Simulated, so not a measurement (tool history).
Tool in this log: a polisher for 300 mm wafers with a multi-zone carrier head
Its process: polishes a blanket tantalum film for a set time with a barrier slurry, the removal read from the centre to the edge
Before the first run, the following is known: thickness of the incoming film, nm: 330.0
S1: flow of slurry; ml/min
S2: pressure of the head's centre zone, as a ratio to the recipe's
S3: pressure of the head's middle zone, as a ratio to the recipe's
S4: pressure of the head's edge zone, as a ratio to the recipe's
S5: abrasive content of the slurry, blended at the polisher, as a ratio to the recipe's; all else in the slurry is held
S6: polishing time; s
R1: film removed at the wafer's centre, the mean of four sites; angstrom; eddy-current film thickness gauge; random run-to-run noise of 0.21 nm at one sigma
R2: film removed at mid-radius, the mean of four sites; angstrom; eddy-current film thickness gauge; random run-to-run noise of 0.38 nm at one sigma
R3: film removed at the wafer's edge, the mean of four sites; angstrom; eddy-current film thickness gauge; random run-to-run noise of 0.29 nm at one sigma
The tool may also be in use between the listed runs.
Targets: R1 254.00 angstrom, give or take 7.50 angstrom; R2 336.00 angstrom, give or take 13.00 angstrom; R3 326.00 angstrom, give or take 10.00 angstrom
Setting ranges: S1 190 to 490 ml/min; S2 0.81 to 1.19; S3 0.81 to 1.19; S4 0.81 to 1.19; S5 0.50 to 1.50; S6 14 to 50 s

run,hour,S1,S2,S3,S4,S5,S6,R1,R2,R3
1,0.0,315,1.00,1.00,1.00,1.00,32,349.14,350.42,347.84
2,3.8,300,0.95,1.02,1.02,0.95,32,317.07,355.60,348.85
3,5.4,300,0.95,1.02,1.06,0.95,32,323.62,353.79,359.57
4,13.6,300,1.00,1.02,1.06,0.95,32,334.12,353.62,354.25
5,17.1,290,0.96,1.03,1.05,0.90,32,323.23,351.32,344.86
6,21.9,290,0.92,1.04,1.07,0.85,31,289.95,333.71,331.46
7,23.1,285,0.89,1.05,1.07,0.85,31,278.04,339.05,335.60
8,32.1,285,0.89,1.05,1.07,0.85,31,280.05,341.05,329.20
9,37.1,280,0.87,1.05,1.07,0.85,31,273.33,341.46,325.06
10,44.1,275,0.85,1.05,1.08,0.85,31,268.08,334.25,328.93
11,45.5,270,0.84,1.06,1.08,0.85,31,259.50,338.24,332.30
12,47.8,265,0.84,1.06,1.07,0.85,31,262.33,337.65,333.05

Consider the 5 candidate settings below. Which is the only one whose results all fall within their allowed miss of target?
A,50.1,340,0.90,1.06,1.00,0.55,37,?,?,?
B,50.1,280,0.83,1.07,1.08,0.80,31,?,?,?
C,50.1,255,0.89,1.03,1.05,1.00,31,?,?,?
D,50.1,290,0.84,1.07,1.11,0.80,32,?,?,?
E,50.1,190,0.82,1.03,1.02,1.15,31,?,?,?

move,R1,R2,R3
A,285.97,343.66,322.17
B,253.80,334.30,324.08
C,290.22,345.27,341.97
D,266.14,346.18,340.04
E,267.74,347.49,342.11
A: its largest miss is bigger than the last run's
B: in spec on every target
C: its largest miss is bigger than the last run's
D: its largest miss is bigger than the last run's
E: its largest miss is bigger than the last run's
So the answer is move B, the one that meets all the targets.

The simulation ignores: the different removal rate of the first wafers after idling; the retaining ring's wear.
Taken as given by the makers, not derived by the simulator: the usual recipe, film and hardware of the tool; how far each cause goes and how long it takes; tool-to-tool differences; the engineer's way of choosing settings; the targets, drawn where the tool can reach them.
